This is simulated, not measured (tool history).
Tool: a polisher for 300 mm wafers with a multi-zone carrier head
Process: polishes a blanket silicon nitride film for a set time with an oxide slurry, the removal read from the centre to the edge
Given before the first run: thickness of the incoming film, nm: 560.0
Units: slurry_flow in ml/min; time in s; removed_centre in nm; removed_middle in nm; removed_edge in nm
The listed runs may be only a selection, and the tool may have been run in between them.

run,hour,slurry_flow,centre_zone,middle_zone,edge_zone,slurry_solids,time,removed_centre,removed_middle,removed_edge
1,0.0,180,1.00,1.00,1.00,1.00,52,19.955,20.366,20.364
2,7.0,180,1.00,1.00,0.92,1.00,52,19.608,20.667,19.328
3,10.6,180,1.00,1.00,0.92,0.80,52,18.292,19.137,18.690
4,15.1,180,1.00,0.99,0.91,0.75,49,17.248,17.602,17.000
5,23.4,180,1.00,0.99,0.84,0.75,49,17.314,17.753,16.320
6,30.5,180,1.00,0.99,0.84,0.75,36,12.844,13.027,12.025
7,39.2,175,0.99,0.98,0.84,0.75,36,12.587,12.871,11.864

Run 8 has not been measured yet. What should we expect?
8,40.6,175,0.99,0.98,0.84,0.75,36,?,?,?

{"run 8": {"removed_centre": 12.669, "removed_middle": 12.679, "removed_edge": 11.95}}

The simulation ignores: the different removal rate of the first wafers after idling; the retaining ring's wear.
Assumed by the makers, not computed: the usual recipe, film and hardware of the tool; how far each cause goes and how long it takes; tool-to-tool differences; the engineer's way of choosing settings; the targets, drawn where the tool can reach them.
